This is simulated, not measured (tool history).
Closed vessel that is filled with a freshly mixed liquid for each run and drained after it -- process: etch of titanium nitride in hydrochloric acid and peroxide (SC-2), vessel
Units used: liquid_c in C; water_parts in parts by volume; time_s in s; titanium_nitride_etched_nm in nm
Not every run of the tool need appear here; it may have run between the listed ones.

run    day  liquid_c  water_parts  time_s  titanium_nitride_etched_nm
  1      0        60         11.5     715                      21.661
  2  0.108        60         11.5     715                      21.562
  3  0.329      59.5         11.5     715                      20.608
  4  0.738        59         11.5     715                      20.055
  5  1.117        59         11.5     715                      20.252
  6  1.317        59         11.5     530                       14.81

Run 7 is up next; what results do you expect?
  7  1.667        60         11.5     530                           ?

titanium_nitride_etched_nm: 15.925 nm

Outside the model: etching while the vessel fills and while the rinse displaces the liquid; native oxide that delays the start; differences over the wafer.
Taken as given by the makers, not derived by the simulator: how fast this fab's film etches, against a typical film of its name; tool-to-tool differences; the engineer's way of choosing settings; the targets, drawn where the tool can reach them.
